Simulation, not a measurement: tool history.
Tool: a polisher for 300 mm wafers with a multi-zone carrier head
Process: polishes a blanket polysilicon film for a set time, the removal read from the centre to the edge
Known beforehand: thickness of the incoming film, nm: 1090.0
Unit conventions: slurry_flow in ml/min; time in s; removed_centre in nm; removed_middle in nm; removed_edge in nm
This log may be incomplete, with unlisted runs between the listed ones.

run	hour	slurry_flow	centre_zone	middle_zone	edge_zone	time	removed_centre	removed_middle	removed_edge
1	0	280	1	1	1	36	399.84	393.9	416.18
2	0.9	280	1.08	1	1	36	423.72	392.22	413.51
3	3.5	250	1.08	1	1	36	420.82	388.31	414.06
4	7	235	1.09	1.02	1.04	38	443.72	412.86	438.64
5	13.5	245	1.08	1.03	1.08	40	462.27	441.08	464.26
6	15.3	245	1.07	1.03	1.1	41	474.6	454.65	488.59
7	17.3	265	1.07	1.04	1.13	41	485.21	463.51	502.84
8	18.3	280	1.07	1.05	1.14	41	479.11	470.44	506.22

Estimate the outcome of run 9 from the log above:
9	19.4	295	1.08	1.05	1.15	41	?	?	?

Run 9 measured removed_centre 488.08 nm, removed_middle 477.92 nm, removed_edge 509.97 nm.
